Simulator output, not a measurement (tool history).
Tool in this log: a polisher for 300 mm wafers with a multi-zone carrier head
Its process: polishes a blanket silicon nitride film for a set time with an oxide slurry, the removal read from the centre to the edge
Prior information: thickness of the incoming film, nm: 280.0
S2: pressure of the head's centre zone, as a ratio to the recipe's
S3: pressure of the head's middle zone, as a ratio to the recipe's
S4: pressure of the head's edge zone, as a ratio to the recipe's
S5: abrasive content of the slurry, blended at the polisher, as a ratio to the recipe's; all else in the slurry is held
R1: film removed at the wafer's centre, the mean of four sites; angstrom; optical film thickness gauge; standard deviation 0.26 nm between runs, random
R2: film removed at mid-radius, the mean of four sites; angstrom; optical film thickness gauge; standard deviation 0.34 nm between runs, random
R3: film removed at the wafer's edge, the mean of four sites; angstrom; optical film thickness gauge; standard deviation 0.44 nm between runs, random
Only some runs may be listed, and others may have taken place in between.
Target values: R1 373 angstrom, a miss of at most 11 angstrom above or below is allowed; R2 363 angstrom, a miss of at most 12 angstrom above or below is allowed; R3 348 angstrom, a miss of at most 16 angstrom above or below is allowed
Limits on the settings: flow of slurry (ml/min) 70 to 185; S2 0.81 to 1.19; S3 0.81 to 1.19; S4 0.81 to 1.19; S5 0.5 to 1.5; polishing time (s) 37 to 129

{"run": 1, "day": 0.0, "flow of slurry (ml/min)": 120, "S2": 1, "S3": 1, "S4": 1, "S5": 1, "polishing time (s)": 83, "R1": 320.91, "R2": 317.01, "R3": 323.4}
{"run": 2, "day": 0.275, "flow of slurry (ml/min)": 135, "S2": 1.01, "S3": 1.01, "S4": 1, "S5": 1, "polishing time (s)": 83, "R1": 334.66, "R2": 328.51, "R3": 328.08}
{"run": 3, "day": 0.45, "flow of slurry (ml/min)": 145, "S2": 1.02, "S3": 1.02, "S4": 1.01, "S5": 1, "polishing time (s)": 83, "R1": 340.52, "R2": 343.22, "R3": 337.66}
{"run": 4, "day": 0.688, "flow of slurry (ml/min)": 145, "S2": 1.09, "S3": 1.02, "S4": 1.01, "S5": 1, "polishing time (s)": 83, "R1": 366.76, "R2": 337.37, "R3": 328.76}
{"run": 5, "day": 0.846, "flow of slurry (ml/min)": 150, "S2": 1.08, "S3": 1.03, "S4": 1.02, "S5": 1, "polishing time (s)": 83, "R1": 372.55, "R2": 346.75, "R3": 338.7}
{"run": 6, "day": 0.925, "flow of slurry (ml/min)": 150, "S2": 1.08, "S3": 0.97, "S4": 1.02, "S5": 1, "polishing time (s)": 83, "R1": 365.71, "R2": 333.22, "R3": 335}
{"run": 7, "day": 1.062, "flow of slurry (ml/min)": 155, "S2": 1.07, "S3": 0.99, "S4": 1.02, "S5": 1, "polishing time (s)": 83, "R1": 365.34, "R2": 330.96, "R3": 342.55}
{"run": 8, "day": 1.379, "flow of slurry (ml/min)": 160, "S2": 1.07, "S3": 1.02, "S4": 1.02, "S5": 1, "polishing time (s)": 83, "R1": 369.79, "R2": 340.32, "R3": 342.57}

Consider the 5 candidate settings below. Which is the only one whose results all fall within their allowed miss of target?
{"run": "A", "day": 1.696, "flow of slurry (ml/min)": 160, "S2": 1.05, "S3": 1.01, "S4": 1.09, "S5": 1.1, "polishing time (s)": 89, "R1": "?", "R2": "?", "R3": "?"}
{"run": "B", "day": 1.696, "flow of slurry (ml/min)": 175, "S2": 1.05, "S3": 0.89, "S4": 1.03, "S5": 1.2, "polishing time (s)": 83, "R1": "?", "R2": "?", "R3": "?"}
{"run": "C", "day": 1.696, "flow of slurry (ml/min)": 155, "S2": 1.04, "S3": 1.03, "S4": 0.97, "S5": 1.2, "polishing time (s)": 81, "R1": "?", "R2": "?", "R3": "?"}
{"run": "D", "day": 1.696, "flow of slurry (ml/min)": 160, "S2": 1.06, "S3": 1, "S4": 0.98, "S5": 1.05, "polishing time (s)": 79, "R1": "?", "R2": "?", "R3": "?"}
{"run": "E", "day": 1.696, "flow of slurry (ml/min)": 140, "S2": 1.01, "S3": 0.99, "S4": 1.05, "S5": 0.9, "polishing time (s)": 96, "R1": "?", "R2": "?", "R3": "?"}

move=A R1=401.46 R2=388.85 R3=397.73
move=B R1=394.95 R2=343.81 R3=379.09
move=C R1=373.31 R2=371.49 R3=353.35
move=D R1=352.34 R2=335.26 R3=328.23
move=E R1=368.56 R2=366.31 R3=376.65
A: takes the biggest miss from the last run beyond its target
B: lands further from the targets than the last run did
C: all results in spec
D: lands further from the targets than the last run did
E: the furthest-off result lands on target, but another misses its tolerance
Answer: C

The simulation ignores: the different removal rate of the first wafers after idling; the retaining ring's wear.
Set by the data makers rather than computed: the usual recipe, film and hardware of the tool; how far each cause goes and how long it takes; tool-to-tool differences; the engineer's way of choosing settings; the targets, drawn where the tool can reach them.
